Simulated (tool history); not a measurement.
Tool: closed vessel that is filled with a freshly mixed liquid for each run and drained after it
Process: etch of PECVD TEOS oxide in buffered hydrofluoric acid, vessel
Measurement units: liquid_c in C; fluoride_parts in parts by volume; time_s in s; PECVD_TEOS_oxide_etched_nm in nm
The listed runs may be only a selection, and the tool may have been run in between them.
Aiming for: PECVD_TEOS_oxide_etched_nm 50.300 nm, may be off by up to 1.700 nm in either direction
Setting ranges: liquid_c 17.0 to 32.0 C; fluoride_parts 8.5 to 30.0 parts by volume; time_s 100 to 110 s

| run | hour | liquid_c | fluoride_parts | time_s | PECVD_TEOS_oxide_etched_nm |
|---|---|---|---|---|---|
| 1 | 0.0 | 24.0 | 23.5 | 100 | 58.682 |
| 2 | 1.4 | 23.5 | 23.5 | 100 | 58.129 |
| 3 | 2.9 | 23.5 | 23.5 | 100 | 58.213 |
| 4 | 5.6 | 23.5 | 23.5 | 110 | 64.469 |
| 5 | 12.1 | 22.5 | 23.5 | 110 | 59.696 |
| 6 | 20.8 | 25.0 | 23.5 | 110 | 69.303 |
| 7 | 23.1 | 25.0 | 23.5 | 110 | 68.659 |
| 8 | 24.9 | 25.0 | 23.5 | 110 | 69.823 |
| 9 | 26.0 | 23.5 | 23.5 | 110 | 62.538 |
| 10 | 34.9 | 22.5 | 23.5 | 110 | 60.649 |
| 11 | 39.0 | 18.5 | 24.0 | 110 | 47.297 |

4 next moves are on the table. One of them brings every result within its allowed miss. Which?
| A | 43.1 | 19.0 | 19.5 | 105 | ? |
| B | 43.1 | 22.0 | 26.5 | 110 | ? |
| C | 43.1 | 20.5 | 19.5 | 100 | ? |
| D | 43.1 | 19.5 | 24.0 | 110 | ? |

| move | PECVD_TEOS_oxide_etched_nm |
|---|---|
| A | 53.861 |
| B | 53.613 |
| C | 55.811 |
| D | 49.910 |
A: the result that was furthest off in the last run now lies on the other side of its target
B: the result that was furthest off in the last run now lies on the other side of its target
C: the result that was furthest off in the last run now lies on the other side of its target
D: all results land within tolerance of their targets
So the answer is move D, the one that meets all the targets.
